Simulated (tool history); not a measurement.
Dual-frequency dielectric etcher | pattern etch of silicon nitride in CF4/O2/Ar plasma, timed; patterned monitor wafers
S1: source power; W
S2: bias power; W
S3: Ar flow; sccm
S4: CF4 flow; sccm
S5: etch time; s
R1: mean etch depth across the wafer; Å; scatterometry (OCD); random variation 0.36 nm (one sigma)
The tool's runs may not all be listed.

run 1 day=0.000 | S1=720 S2=52 S3=100 S4=138 S5=20 | R1=536.78
run 2 day=0.050 | S1=720 S2=49 S3=100 S4=138 S5=20 | R1=525.98
run 3 day=0.125 | S1=720 S2=46 S3=100 S4=138 S5=20 | R1=509.34
run 4 day=0.475 | S1=720 S2=46 S3=90 S4=138 S5=20 | R1=522.70
run 5 day=0.783 | S1=650 S2=46 S3=90 S4=138 S5=20 | R1=465.38
run 6 day=0.883 | S1=710 S2=46 S3=90 S4=138 S5=20 | R1=510.95
run 7 day=1.075 | S1=760 S2=46 S3=90 S4=138 S5=20 | R1=552.24

Run 8 comes next. What will it give?
run 8 day=1.138 | S1=900 S2=47 S3=89 S4=139 S5=20 | R1=?

R1: 669.92 Å
